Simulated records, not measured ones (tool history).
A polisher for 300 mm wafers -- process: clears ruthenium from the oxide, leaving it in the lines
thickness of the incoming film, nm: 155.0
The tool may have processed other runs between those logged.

run,day,flow of slurry (ml/min),pressure of the wafer on the pad (kPa),speed of the pad under the wafer (cm/s),overpolish time after the end point (s),time until the end point was called (s)
1,0.000,280,13.1,92,34,190.49
2,0.196,280,13.1,92,37,197.01
3,0.417,280,13.1,92,37,190.15
4,0.579,280,15.9,92,37,162.53
5,0.946,325,15.9,92,37,161.12
6,1.092,325,15.9,92,37,161.93
7,1.342,325,15.9,92,37,161.89
8,1.633,325,15.2,92,37,160.96
9,1.946,315,14.5,92,37,170.34
10,1.988,310,13.8,92,37,186.57
11,2.312,310,13.1,92,37,192.97

What will run 12 give?
12,2.488,310,12.4,92,37,?

{"run 12": {"time until the end point was called (s)": 200.76}}

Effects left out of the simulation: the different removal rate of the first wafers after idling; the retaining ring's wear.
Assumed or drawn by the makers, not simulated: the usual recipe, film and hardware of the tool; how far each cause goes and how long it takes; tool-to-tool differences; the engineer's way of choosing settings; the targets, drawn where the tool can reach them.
